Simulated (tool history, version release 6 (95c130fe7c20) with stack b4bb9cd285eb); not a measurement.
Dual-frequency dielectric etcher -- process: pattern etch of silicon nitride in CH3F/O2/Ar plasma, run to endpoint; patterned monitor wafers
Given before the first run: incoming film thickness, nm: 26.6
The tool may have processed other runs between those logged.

run 1 hour=0 | source_power_(W)=500 bias_power_(W)=84 | endpoint_time_(s)=32.65
run 2 hour=1.8 | source_power_(W)=460 bias_power_(W)=84 | endpoint_time_(s)=33.485
run 3 hour=10.1 | source_power_(W)=490 bias_power_(W)=85 | endpoint_time_(s)=32.375
run 4 hour=13.5 | source_power_(W)=510 bias_power_(W)=86 | endpoint_time_(s)=32.372
run 5 hour=19.6 | source_power_(W)=510 bias_power_(W)=74 | endpoint_time_(s)=33.819
run 6 hour=28.2 | source_power_(W)=540 bias_power_(W)=76 | endpoint_time_(s)=32.93
run 7 hour=30 | source_power_(W)=570 bias_power_(W)=78 | endpoint_time_(s)=32.299

Run 8, settings as shown, results not yet in. Your forecast:
run 8 hour=34.3 | source_power_(W)=590 bias_power_(W)=80 | endpoint_time_(s)=?

For run 8 the tool returned endpoint time (s) 31.726.
